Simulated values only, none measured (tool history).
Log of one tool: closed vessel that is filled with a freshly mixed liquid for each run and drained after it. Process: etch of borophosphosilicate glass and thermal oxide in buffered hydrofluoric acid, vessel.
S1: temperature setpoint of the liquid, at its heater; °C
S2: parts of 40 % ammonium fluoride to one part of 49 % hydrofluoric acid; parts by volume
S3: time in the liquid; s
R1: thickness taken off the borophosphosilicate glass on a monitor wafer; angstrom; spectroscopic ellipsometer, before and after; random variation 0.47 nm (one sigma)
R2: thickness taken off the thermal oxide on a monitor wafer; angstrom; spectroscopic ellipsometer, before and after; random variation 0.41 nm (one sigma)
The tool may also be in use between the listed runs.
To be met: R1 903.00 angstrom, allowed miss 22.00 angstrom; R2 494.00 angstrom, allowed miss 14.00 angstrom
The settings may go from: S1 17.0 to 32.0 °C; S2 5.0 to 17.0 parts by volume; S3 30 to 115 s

Run 1, hour 0.0: S1 25.0 °C, S2 10.5 parts by volume, S3 60 s. Result: R1 1305.00 angstrom, R2 719.86 angstrom.
Run 2, hour 3.2: S1 25.0 °C, S2 13.0 parts by volume, S3 60 s. Result: R1 1062.70 angstrom, R2 586.51 angstrom.
Run 3, hour 6.3: S1 24.5 °C, S2 13.0 parts by volume, S3 60 s. Result: R1 1029.20 angstrom, R2 568.06 angstrom.
Run 4, hour 15.1: S1 24.5 °C, S2 13.0 parts by volume, S3 35 s. Result: R1 605.60 angstrom, R2 324.22 angstrom.
Run 5, hour 18.0: S1 26.0 °C, S2 13.0 parts by volume, S3 35 s. Result: R1 646.51 angstrom, R2 362.59 angstrom.
Run 6, hour 27.1: S1 26.0 °C, S2 12.0 parts by volume, S3 35 s. Result: R1 698.62 angstrom, R2 390.53 angstrom.
Run 7, hour 34.3: S1 26.0 °C, S2 11.5 parts by volume, S3 35 s. Result: R1 737.67 angstrom, R2 407.33 angstrom.
Run 8, hour 39.1: S1 26.5 °C, S2 11.0 parts by volume, S3 35 s. Result: R1 797.25 angstrom, R2 432.42 angstrom.

5 next moves are on the table. One of them brings every result within its allowed miss. Which?
Run A, hour 43.9: S1 28.5 °C, S2 13.0 parts by volume, S3 40 s. Result: R1 ?, R2 ?.
Run B, hour 43.9: S1 27.5 °C, S2 15.5 parts by volume, S3 55 s. Result: R1 ?, R2 ?.
Run C, hour 43.9: S1 31.0 °C, S2 13.0 parts by volume, S3 40 s. Result: R1 ?, R2 ?.
Run D, hour 43.9: S1 25.5 °C, S2 9.5 parts by volume, S3 35 s. Result: R1 ?, R2 ?.
Run E, hour 43.9: S1 29.5 °C, S2 13.0 parts by volume, S3 40 s. Result: R1 ?, R2 ?.

move      R1      R2
   A  847.76  465.46
   B  930.01  510.75
   C  965.81  530.88
   D  845.81  462.72
   E  893.35  490.72
A: nearer than the last run, and not there yet
B: takes the result that was furthest off past its target
C: takes the result that was furthest off past its target
D: nearer than the last run, and not there yet
E: meets every target
The right move is E.
